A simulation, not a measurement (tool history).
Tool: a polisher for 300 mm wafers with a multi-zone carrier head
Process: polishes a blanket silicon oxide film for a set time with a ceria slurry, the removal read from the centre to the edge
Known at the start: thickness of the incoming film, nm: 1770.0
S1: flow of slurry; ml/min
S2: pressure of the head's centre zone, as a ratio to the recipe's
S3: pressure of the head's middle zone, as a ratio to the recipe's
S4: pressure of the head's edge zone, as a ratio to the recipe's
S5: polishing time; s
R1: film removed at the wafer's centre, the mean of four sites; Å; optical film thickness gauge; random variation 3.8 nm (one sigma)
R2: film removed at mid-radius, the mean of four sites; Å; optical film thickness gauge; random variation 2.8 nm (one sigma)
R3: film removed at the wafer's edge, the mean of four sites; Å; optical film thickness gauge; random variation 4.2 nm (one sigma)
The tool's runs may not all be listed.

run,hour,S1,S2,S3,S4,S5,R1,R2,R3
1,0.0,155,1.00,1.00,1.00,75,3068.6,3067.6,3080.7
2,2.8,155,1.00,1.00,0.96,75,3105.8,3029.3,3094.5
3,5.5,150,0.97,0.99,0.96,75,3001.0,3052.1,3126.6
4,6.1,145,0.95,0.98,0.96,74,2935.0,2913.8,3048.7
5,11.1,145,0.99,0.98,0.96,74,2991.2,2915.5,3059.8
6,20.0,145,0.99,0.98,0.89,74,2941.8,2965.7,2935.2
7,28.1,140,0.96,0.98,0.90,74,2867.6,2946.0,2869.1
8,34.0,135,0.93,0.98,0.93,74,2713.1,2884.2,3005.3
9,41.7,130,0.92,0.98,0.93,74,2628.8,2860.0,2926.6

Run 10 comes next. What will it give?
10,46.1,130,0.91,0.98,0.94,74,?,?,?

Run 10 gave R1 2705.0 Å, R2 2837.8 Å, R3 2918.0 Å.
